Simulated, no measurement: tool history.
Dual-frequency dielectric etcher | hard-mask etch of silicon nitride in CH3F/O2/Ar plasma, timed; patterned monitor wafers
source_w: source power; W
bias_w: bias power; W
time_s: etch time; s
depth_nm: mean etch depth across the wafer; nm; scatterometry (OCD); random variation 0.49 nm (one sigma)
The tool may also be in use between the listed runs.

run,hour,source_w,bias_w,time_s,depth_nm
1,0,390,66,253,163.47
2,2.3,390,66,253,164.86
3,7.9,350,65,253,157.12
4,14.7,320,65,253,152.12
5,22.4,320,65,253,151.14
6,26.8,320,76,253,158.74
7,34.6,290,75,253,151.15

The next listed run, before its measurement:
8,35.9,280,75,253,?

Run 8 gave depth_nm 149.05 nm.

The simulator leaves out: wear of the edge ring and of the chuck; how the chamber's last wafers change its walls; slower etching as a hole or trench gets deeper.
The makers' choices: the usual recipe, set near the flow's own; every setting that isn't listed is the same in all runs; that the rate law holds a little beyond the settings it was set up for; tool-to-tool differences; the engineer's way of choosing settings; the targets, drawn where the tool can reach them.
